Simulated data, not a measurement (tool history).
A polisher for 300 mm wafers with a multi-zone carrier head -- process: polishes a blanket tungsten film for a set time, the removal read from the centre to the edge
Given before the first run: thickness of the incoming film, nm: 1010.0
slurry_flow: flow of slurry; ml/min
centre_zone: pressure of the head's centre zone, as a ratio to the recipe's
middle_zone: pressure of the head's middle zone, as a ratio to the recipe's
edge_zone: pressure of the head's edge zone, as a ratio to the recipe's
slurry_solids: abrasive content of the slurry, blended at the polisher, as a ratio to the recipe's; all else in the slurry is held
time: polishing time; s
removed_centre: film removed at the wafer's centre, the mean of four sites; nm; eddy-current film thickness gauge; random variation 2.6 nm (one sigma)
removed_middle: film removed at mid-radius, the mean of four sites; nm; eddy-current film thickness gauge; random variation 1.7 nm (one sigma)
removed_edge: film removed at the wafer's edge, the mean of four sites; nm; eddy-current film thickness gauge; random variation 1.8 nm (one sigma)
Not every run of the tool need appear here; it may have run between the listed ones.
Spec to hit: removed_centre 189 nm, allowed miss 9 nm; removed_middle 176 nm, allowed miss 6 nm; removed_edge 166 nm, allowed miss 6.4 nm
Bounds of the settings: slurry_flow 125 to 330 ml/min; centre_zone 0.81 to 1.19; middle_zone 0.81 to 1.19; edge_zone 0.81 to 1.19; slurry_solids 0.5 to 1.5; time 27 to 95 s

{"run": 1, "hour": 0.0, "slurry_flow": 210, "centre_zone": 1, "middle_zone": 1, "edge_zone": 1, "slurry_solids": 1, "time": 61, "removed_centre": 233.17, "removed_middle": 220.75, "removed_edge": 228.62}
{"run": 2, "hour": 5.3, "slurry_flow": 210, "centre_zone": 1.01, "middle_zone": 1, "edge_zone": 0.96, "slurry_solids": 0.9, "time": 59, "removed_centre": 217.84, "removed_middle": 208.89, "removed_edge": 211.26}
{"run": 3, "hour": 7.7, "slurry_flow": 210, "centre_zone": 1.01, "middle_zone": 1, "edge_zone": 0.96, "slurry_solids": 0.7, "time": 59, "removed_centre": 210.17, "removed_middle": 195.58, "removed_edge": 199.47}
{"run": 4, "hour": 9.1, "slurry_flow": 205, "centre_zone": 1.02, "middle_zone": 1, "edge_zone": 0.93, "slurry_solids": 0.65, "time": 58, "removed_centre": 200.5, "removed_middle": 192.69, "removed_edge": 190.35}
{"run": 5, "hour": 17.1, "slurry_flow": 185, "centre_zone": 1.02, "middle_zone": 1, "edge_zone": 0.93, "slurry_solids": 0.65, "time": 58, "removed_centre": 189.9, "removed_middle": 185.82, "removed_edge": 187.28}
{"run": 6, "hour": 21.1, "slurry_flow": 185, "centre_zone": 1.07, "middle_zone": 1, "edge_zone": 0.93, "slurry_solids": 0.65, "time": 58, "removed_centre": 203.89, "removed_middle": 187.24, "removed_edge": 188.23}
{"run": 7, "hour": 22.3, "slurry_flow": 180, "centre_zone": 1.08, "middle_zone": 1, "edge_zone": 0.91, "slurry_solids": 0.6, "time": 58, "removed_centre": 199.18, "removed_middle": 181.22, "removed_edge": 181.2}
{"run": 8, "hour": 23.7, "slurry_flow": 180, "centre_zone": 1.08, "middle_zone": 1, "edge_zone": 0.91, "slurry_solids": 0.6, "time": 58, "removed_centre": 203, "removed_middle": 183.02, "removed_edge": 182.05}
{"hour": 29.4, "done": "worn pad replaced by a new one"}
{"run": 9, "hour": 29.4, "slurry_flow": 180, "centre_zone": 1.08, "middle_zone": 1, "edge_zone": 0.91, "slurry_solids": 0.6, "time": 58, "removed_centre": 219.69, "removed_middle": 194.61, "removed_edge": 196.72}

Of the 4 settings listed for the next run, only one would bring every result within its allowed miss of target. Which one?
{"run": "A", "hour": 35.1, "slurry_flow": 150, "centre_zone": 0.84, "middle_zone": 1.01, "edge_zone": 1.03, "slurry_solids": 1.1, "time": 58, "removed_centre": "?", "removed_middle": "?", "removed_edge": "?"}
{"run": "B", "hour": 35.1, "slurry_flow": 125, "centre_zone": 0.87, "middle_zone": 0.81, "edge_zone": 1.16, "slurry_solids": 0.6, "time": 73, "removed_centre": "?", "removed_middle": "?", "removed_edge": "?"}
{"run": "C", "hour": 35.1, "slurry_flow": 125, "centre_zone": 0.86, "middle_zone": 0.98, "edge_zone": 1.02, "slurry_solids": 0.7, "time": 66, "removed_centre": "?", "removed_middle": "?", "removed_edge": "?"}
{"run": "D", "hour": 35.1, "slurry_flow": 155, "centre_zone": 1.11, "middle_zone": 1.05, "edge_zone": 0.81, "slurry_solids": 0.5, "time": 53, "removed_centre": "?", "removed_middle": "?", "removed_edge": "?"}

move=A removed_centre=180.86 removed_middle=221.45 removed_edge=225.78
move=B removed_centre=194.12 removed_middle=192.54 removed_edge=247.85
move=C removed_centre=179.85 removed_middle=211.06 removed_edge=223.32
move=D removed_centre=183.57 removed_middle=175.74 removed_edge=163.2
A: the biggest miss grows against the last run
B: the biggest miss grows against the last run
C: the biggest miss grows against the last run
D: every result within its allowed miss
The right move is D.
